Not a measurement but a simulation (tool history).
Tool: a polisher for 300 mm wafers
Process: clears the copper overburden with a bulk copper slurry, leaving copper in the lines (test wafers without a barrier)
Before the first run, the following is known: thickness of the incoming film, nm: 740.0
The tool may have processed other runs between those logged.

run,hour,flow of slurry (ml/min),pressure of the wafer on the pad (psi),speed of the pad under the wafer (m/s),abrasive content of the slurry,overpolish time after the end point (s),time until the end point was called (s),dishing of a wide line in a test structure (nm)
1,0,215,3.3,0.88,1,16,66.949,76.476
2,5.9,220,2.7,0.92,1,12,76.222,57.109
3,9,220,2.4,0.94,1,10,84.05,47.508
4,16.6,220,2.4,1.12,1,10,70.601,53.742
5,19.7,220,2.8,1.12,1,10,61.037,58.532
6,27.8,220,3.4,1.12,1,10,50.45,68.138
7,33.3,220,2.8,1.12,1,9,60.365,54.605
8,39.8,220,2.4,1.12,1,9,70.969,48.15
9,48.3,215,2.2,1.12,1,9,75.017,45.945
10,52.9,215,2.2,1.12,1,9,77.192,46.856
11,57.3,210,2.1,1.12,1,8,81.204,40.703
12,61.2,200,2.1,1.12,1,8,79.831,40.503

What does the tool deliver on the next run?
13,61.9,190,2,1.1,1,9,?,?

Run 13 yielded time until the end point was called (s) 88.072, dishing of a wide line in a test structure (nm) 42.541.
